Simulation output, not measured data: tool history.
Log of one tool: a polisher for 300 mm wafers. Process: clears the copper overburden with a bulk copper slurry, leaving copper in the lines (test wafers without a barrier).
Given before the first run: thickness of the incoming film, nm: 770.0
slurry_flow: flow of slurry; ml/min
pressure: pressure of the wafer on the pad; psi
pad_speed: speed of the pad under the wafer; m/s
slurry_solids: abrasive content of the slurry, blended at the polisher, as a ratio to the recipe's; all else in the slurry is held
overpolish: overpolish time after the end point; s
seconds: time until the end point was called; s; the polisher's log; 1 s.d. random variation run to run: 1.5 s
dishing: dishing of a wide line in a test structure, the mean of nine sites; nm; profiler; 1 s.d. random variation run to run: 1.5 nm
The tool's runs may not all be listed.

run 1 day=0.000 | slurry_flow=315 pressure=3.2 pad_speed=1.34 slurry_solids=1.0 overpolish=16 | seconds=61.748 dishing=104.09
run 2 day=0.262 | slurry_flow=315 pressure=3.2 pad_speed=1.34 slurry_solids=1.0 overpolish=19 | seconds=61.913 dishing=115.41
run 3 day=0.458 | slurry_flow=315 pressure=3.0 pad_speed=1.32 slurry_solids=1.0 overpolish=19 | seconds=65.165 dishing=111.04
run 4 day=0.712 | slurry_flow=315 pressure=3.3 pad_speed=1.32 slurry_solids=1.0 overpolish=19 | seconds=60.856 dishing=114.49
run 5 day=1.004 | slurry_flow=315 pressure=3.1 pad_speed=1.30 slurry_solids=1.0 overpolish=19 | seconds=65.541 dishing=112.83
-- day=1.304 slurry nozzle cleaned
run 6 day=1.304 | slurry_flow=315 pressure=3.1 pad_speed=1.30 slurry_solids=0.9 overpolish=19 | seconds=66.266 dishing=112.02
run 7 day=1.458 | slurry_flow=315 pressure=3.1 pad_speed=1.30 slurry_solids=0.9 overpolish=19 | seconds=65.770 dishing=112.66

Forecast run 8:
run 8 day=1.821 | slurry_flow=315 pressure=2.9 pad_speed=1.28 slurry_solids=0.9 overpolish=19 | seconds=? dishing=?

{"run 8": {"seconds": 67.48, "dishing": 107.04}}

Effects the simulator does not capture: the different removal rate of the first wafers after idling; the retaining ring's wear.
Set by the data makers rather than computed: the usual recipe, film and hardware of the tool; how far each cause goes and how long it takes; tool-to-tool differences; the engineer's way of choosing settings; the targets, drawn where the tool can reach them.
